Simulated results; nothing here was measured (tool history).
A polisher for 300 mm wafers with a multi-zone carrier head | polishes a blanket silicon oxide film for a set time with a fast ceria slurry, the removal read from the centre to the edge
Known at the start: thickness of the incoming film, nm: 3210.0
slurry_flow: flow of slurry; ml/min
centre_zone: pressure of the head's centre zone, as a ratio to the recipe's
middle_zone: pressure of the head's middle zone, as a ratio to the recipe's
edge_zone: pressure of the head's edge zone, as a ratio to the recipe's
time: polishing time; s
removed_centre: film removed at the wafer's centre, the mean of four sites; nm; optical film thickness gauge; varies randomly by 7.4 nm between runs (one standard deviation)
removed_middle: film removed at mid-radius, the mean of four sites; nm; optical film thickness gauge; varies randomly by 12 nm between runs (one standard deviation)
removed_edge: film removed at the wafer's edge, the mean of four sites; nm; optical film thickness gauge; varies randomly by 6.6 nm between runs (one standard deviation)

| run | day | slurry_flow | centre_zone | middle_zone | edge_zone | time | removed_centre | removed_middle | removed_edge |
|---|---|---|---|---|---|---|---|---|---|
| 1 | 0 | 255 | 1 | 1 | 1 | 49 | 765.9 | 769.78 | 758.22 |
| 2 | 0.329 | 255 | 1.06 | 1 | 1 | 49 | 806.28 | 767.41 | 750.92 |
| 3 | 0.658 | 260 | 1.06 | 1.01 | 1.04 | 52 | 855.16 | 811.28 | 818.87 |
| 4 | 0.912 | 230 | 1.06 | 1.01 | 1.04 | 52 | 845.49 | 841.38 | 806.43 |
| 5 | 0.958 | 230 | 1.11 | 1.01 | 1.04 | 52 | 873.6 | 813.56 | 812.91 |
| 6 | 1.079 | 230 | 1.11 | 1.01 | 1.04 | 41 | 696.28 | 637.54 | 637.01 |

The next listed run, before its measurement:
| 7 | 1.358 | 245 | 1.11 | 1.02 | 1.07 | 46 | ? | ? | ? |

{"run 7": {"removed_centre": 790.36, "removed_middle": 744.07, "removed_edge": 734.14}}
